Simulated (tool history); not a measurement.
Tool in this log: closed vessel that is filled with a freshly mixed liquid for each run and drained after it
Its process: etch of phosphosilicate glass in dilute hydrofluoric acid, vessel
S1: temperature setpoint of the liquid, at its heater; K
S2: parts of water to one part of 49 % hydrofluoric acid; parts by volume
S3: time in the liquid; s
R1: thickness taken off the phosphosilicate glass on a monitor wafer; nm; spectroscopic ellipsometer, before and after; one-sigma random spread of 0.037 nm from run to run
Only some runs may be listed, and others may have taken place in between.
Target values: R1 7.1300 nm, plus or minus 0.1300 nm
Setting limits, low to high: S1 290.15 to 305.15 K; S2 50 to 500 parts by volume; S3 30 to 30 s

run,hour,S1,S2,S3,R1
1,0.0,297.15,275,30,13.7940
2,6.6,297.15,275,30,13.9820
3,10.7,295.15,305,30,11.3540
4,14.6,295.15,205,30,18.8120
5,22.9,295.15,110,30,38.6580
6,28.3,295.15,110,30,38.8380
7,33.0,293.65,175,30,21.2080
8,33.8,292.65,210,30,16.4570
9,38.8,292.65,210,30,16.4700
10,43.1,292.15,240,30,13.8110
11,50.1,291.65,270,30,11.6970

5 candidate next runs follow, results not yet known. Just one meets every target within its allowed miss. Identify it.
A,57.1,290.65,210,30,?
B,57.1,290.15,225,30,?
C,57.1,292.65,150,30,?
D,57.1,290.15,215,30,?
E,57.1,291.65,400,30,?

move,R1
A,15.2880
B,13.8020
C,24.5610
D,14.5740
E,7.0847
A: lands further from the targets than the last run did
B: lands further from the targets than the last run did
C: lands further from the targets than the last run did
D: lands further from the targets than the last run did
E: in spec on every target
E meets every target.
